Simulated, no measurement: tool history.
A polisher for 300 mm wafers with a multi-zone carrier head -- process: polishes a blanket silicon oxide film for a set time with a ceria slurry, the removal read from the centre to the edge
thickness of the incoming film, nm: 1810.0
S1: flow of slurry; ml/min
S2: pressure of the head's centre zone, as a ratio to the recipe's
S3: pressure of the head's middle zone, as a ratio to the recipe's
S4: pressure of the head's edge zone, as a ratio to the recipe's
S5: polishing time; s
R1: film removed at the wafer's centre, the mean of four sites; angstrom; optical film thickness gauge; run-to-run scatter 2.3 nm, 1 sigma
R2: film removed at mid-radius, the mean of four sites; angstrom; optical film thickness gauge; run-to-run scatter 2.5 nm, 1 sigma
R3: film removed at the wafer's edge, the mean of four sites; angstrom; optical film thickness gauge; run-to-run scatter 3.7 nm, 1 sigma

{"run": 1, "hour": 0.0, "S1": 160, "S2": 1.0, "S3": 1.0, "S4": 1.0, "S5": 50, "R1": 1952.6, "R2": 1996.7, "R3": 1885.7}
{"run": 2, "hour": 4.4, "S1": 160, "S2": 1.07, "S3": 1.0, "S4": 1.0, "S5": 50, "R1": 2072.3, "R2": 2042.9, "R3": 1910.1}
{"run": 3, "hour": 11.5, "S1": 160, "S2": 1.07, "S3": 1.05, "S4": 1.0, "S5": 50, "R1": 2068.9, "R2": 2074.2, "R3": 1905.6}
{"run": 4, "hour": 15.1, "S1": 160, "S2": 0.99, "S3": 1.05, "S4": 1.0, "S5": 50, "R1": 1901.3, "R2": 2114.9, "R3": 1943.2}
{"run": 5, "hour": 19.1, "S1": 160, "S2": 0.98, "S3": 1.05, "S4": 1.04, "S5": 54, "R1": 2090.9, "R2": 2255.8, "R3": 2111.3}
{"run": 6, "hour": 21.7, "S1": 160, "S2": 0.98, "S3": 0.98, "S4": 1.04, "S5": 54, "R1": 2065.6, "R2": 2130.6, "R3": 2143.4}
{"run": 7, "hour": 27.0, "S1": 165, "S2": 0.96, "S3": 1.0, "S4": 1.07, "S5": 57, "R1": 2151.5, "R2": 2326.1, "R3": 2290.7}
{"run": 8, "hour": 33.3, "S1": 165, "S2": 0.95, "S3": 1.0, "S4": 1.09, "S5": 60, "R1": 2240.3, "R2": 2419.5, "R3": 2434.4}

What does the tool deliver on the next run?
{"run": 9, "hour": 33.9, "S1": 170, "S2": 0.94, "S3": 1.01, "S4": 1.11, "S5": 62, "R1": "?", "R2": "?", "R3": "?"}

{"run 9": {"R1": 2272.9, "R2": 2547.0, "R3": 2552.0}}

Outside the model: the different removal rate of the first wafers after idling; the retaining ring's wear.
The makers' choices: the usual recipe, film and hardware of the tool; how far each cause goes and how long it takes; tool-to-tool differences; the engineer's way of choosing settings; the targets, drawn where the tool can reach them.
